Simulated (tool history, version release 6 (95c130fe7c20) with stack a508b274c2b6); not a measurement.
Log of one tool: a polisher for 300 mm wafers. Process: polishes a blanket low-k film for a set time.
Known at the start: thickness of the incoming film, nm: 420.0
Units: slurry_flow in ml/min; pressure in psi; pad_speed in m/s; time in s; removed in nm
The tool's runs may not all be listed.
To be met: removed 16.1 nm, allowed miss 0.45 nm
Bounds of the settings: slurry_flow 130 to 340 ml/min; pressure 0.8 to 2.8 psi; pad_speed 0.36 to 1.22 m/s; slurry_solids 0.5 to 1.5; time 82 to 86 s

run 1 hour=0 | slurry_flow=220 pressure=1.8 pad_speed=0.78 slurry_solids=1 time=82 | removed=24.554
run 2 hour=7.5 | slurry_flow=220 pressure=1.8 pad_speed=0.78 slurry_solids=0.8 time=82 | removed=21.629
run 3 hour=10.1 | slurry_flow=170 pressure=1.8 pad_speed=0.78 slurry_solids=0.8 time=82 | removed=20.05
run 4 hour=12 | slurry_flow=170 pressure=1.8 pad_speed=0.78 slurry_solids=0.8 time=86 | removed=21.266
run 5 hour=17 | slurry_flow=170 pressure=1.8 pad_speed=0.78 slurry_solids=0.7 time=86 | removed=19.901
-- hour=22.7 slurry nozzle cleaned
run 6 hour=22.7 | slurry_flow=165 pressure=1.7 pad_speed=0.78 slurry_solids=0.7 time=86 | removed=20.643
run 7 hour=25.2 | slurry_flow=175 pressure=1.2 pad_speed=0.74 slurry_solids=0.7 time=86 | removed=14.733
run 8 hour=27.1 | slurry_flow=185 pressure=1.2 pad_speed=0.74 slurry_solids=0.7 time=86 | removed=14.964
run 9 hour=33.2 | slurry_flow=185 pressure=1.2 pad_speed=0.74 slurry_solids=0.7 time=86 | removed=14.405
run 10 hour=36.4 | slurry_flow=210 pressure=1.4 pad_speed=0.74 slurry_solids=0.7 time=86 | removed=17.304
run 11 hour=43.6 | slurry_flow=210 pressure=1.4 pad_speed=0.74 slurry_solids=0.7 time=86 | removed=17.288

Which of these 4 next moves meets every target?
run A hour=50.8 | slurry_flow=190 pressure=1.9 pad_speed=0.72 slurry_solids=0.5 time=85 | removed=?
run B hour=50.8 | slurry_flow=205 pressure=1.5 pad_speed=0.78 slurry_solids=0.7 time=86 | removed=?
run C hour=50.8 | slurry_flow=205 pressure=1.3 pad_speed=0.74 slurry_solids=0.75 time=83 | removed=?
run D hour=50.8 | slurry_flow=150 pressure=1.4 pad_speed=0.94 slurry_solids=0.75 time=86 | removed=?

move=A removed=18.181
move=B removed=19.187
move=C removed=16.251
move=D removed=19.862
A: further off than the last run
B: further off than the last run
C: meets every target
D: further off than the last run
The right move is C.
